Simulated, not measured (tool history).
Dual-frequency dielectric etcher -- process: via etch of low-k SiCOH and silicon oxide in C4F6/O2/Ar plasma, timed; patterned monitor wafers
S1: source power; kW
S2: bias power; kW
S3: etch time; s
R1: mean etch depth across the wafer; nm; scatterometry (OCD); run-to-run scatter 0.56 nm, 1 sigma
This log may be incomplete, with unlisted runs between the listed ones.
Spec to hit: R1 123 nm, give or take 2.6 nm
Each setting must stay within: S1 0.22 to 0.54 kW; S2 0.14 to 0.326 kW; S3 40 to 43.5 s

run	hour	S1	S2	S3	R1
1	0	0.38	0.233	43.5	100.34
2	3.8	0.38	0.233	43.5	101.38
3	5.4	0.38	0.233	43.5	100.57
4	7.1	0.38	0.233	40	92.844
5	10.8	0.4	0.242	40	95.109
6	12.4	0.4	0.257	40	97.342
7	17.6	0.42	0.265	40.5	101.75
8	20.5	0.43	0.272	40.5	104.42
9	26.4	0.44	0.277	40.5	106.37
10	35.2	0.45	0.281	40.5	108.45

Pick the move, out of 4, that brings all results within their allowed miss; only one does.
A	44	0.46	0.298	43	?
B	44	0.48	0.324	41	?
C	44	0.53	0.279	41	?
D	44	0.53	0.324	41.5	?

move	R1
A	116.5
B	116.29
C	116.09
D	123.07
A: nearer the targets than the last run, but a result is still out of spec
B: nearer the targets than the last run, but a result is still out of spec
C: nearer the targets than the last run, but a result is still out of spec
D: in spec on every target
The right move is D.
